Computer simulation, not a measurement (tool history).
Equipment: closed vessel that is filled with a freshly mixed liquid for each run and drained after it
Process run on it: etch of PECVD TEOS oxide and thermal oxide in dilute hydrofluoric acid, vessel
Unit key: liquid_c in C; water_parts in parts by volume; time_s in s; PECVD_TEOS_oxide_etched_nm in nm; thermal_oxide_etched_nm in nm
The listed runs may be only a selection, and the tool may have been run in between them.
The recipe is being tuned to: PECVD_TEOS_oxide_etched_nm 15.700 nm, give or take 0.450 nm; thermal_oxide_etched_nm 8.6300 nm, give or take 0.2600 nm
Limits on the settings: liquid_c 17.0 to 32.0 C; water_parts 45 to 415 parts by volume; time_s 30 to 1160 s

{"run": 1, "hour": 0.0, "liquid_c": 24.0, "water_parts": 230, "time_s": 590, "PECVD_TEOS_oxide_etched_nm": 17.483, "thermal_oxide_etched_nm": 9.7414}
{"run": 2, "hour": 6.1, "liquid_c": 24.0, "water_parts": 230, "time_s": 735, "PECVD_TEOS_oxide_etched_nm": 22.028, "thermal_oxide_etched_nm": 12.02}
{"run": 3, "hour": 13.1, "liquid_c": 24.0, "water_parts": 230, "time_s": 820, "PECVD_TEOS_oxide_etched_nm": 24.562, "thermal_oxide_etched_nm": 13.545}
{"run": 4, "hour": 14.5, "liquid_c": 24.0, "water_parts": 195, "time_s": 820, "PECVD_TEOS_oxide_etched_nm": 30.021, "thermal_oxide_etched_nm": 16.696}
{"run": 5, "hour": 18.0, "liquid_c": 24.0, "water_parts": 195, "time_s": 975, "PECVD_TEOS_oxide_etched_nm": 36.075, "thermal_oxide_etched_nm": 19.671}
{"run": 6, "hour": 23.5, "liquid_c": 26.0, "water_parts": 195, "time_s": 975, "PECVD_TEOS_oxide_etched_nm": 38.208, "thermal_oxide_etched_nm": 21.07}
{"run": 7, "hour": 32.0, "liquid_c": 25.0, "water_parts": 215, "time_s": 975, "PECVD_TEOS_oxide_etched_nm": 32.994, "thermal_oxide_etched_nm": 18.337}
{"run": 8, "hour": 40.2, "liquid_c": 24.0, "water_parts": 230, "time_s": 975, "PECVD_TEOS_oxide_etched_nm": 29.225, "thermal_oxide_etched_nm": 15.911}
{"run": 9, "hour": 44.9, "liquid_c": 23.5, "water_parts": 240, "time_s": 970, "PECVD_TEOS_oxide_etched_nm": 26.843, "thermal_oxide_etched_nm": 14.916}
{"hour": 47.3, "done": "hydrofluoric acid flow meter replaced"}
{"run": 10, "hour": 47.3, "liquid_c": 22.5, "water_parts": 250, "time_s": 970, "PECVD_TEOS_oxide_etched_nm": 27.535, "thermal_oxide_etched_nm": 15.318}

4 next moves are on the table. One of them brings every result within its allowed miss. Which?
{"run": "A", "hour": 49.7, "liquid_c": 32.0, "water_parts": 300, "time_s": 465, "PECVD_TEOS_oxide_etched_nm": "?", "thermal_oxide_etched_nm": "?"}
{"run": "B", "hour": 49.7, "liquid_c": 19.0, "water_parts": 345, "time_s": 1025, "PECVD_TEOS_oxide_etched_nm": "?", "thermal_oxide_etched_nm": "?"}
{"run": "C", "hour": 49.7, "liquid_c": 26.0, "water_parts": 280, "time_s": 560, "PECVD_TEOS_oxide_etched_nm": "?", "thermal_oxide_etched_nm": "?"}
{"run": "D", "hour": 49.7, "liquid_c": 30.5, "water_parts": 255, "time_s": 395, "PECVD_TEOS_oxide_etched_nm": "?", "thermal_oxide_etched_nm": "?"}

move=A PECVD_TEOS_oxide_etched_nm=14.316 thermal_oxide_etched_nm=7.9918
move=B PECVD_TEOS_oxide_etched_nm=16.944 thermal_oxide_etched_nm=9.4592
move=C PECVD_TEOS_oxide_etched_nm=15.503 thermal_oxide_etched_nm=8.6547
move=D PECVD_TEOS_oxide_etched_nm=14.358 thermal_oxide_etched_nm=8.0154
A: takes the result that was furthest off past its target
B: an improvement on the last run, though not all results are within tolerance
C: all results in spec
D: takes the result that was furthest off past its target
C meets every target.
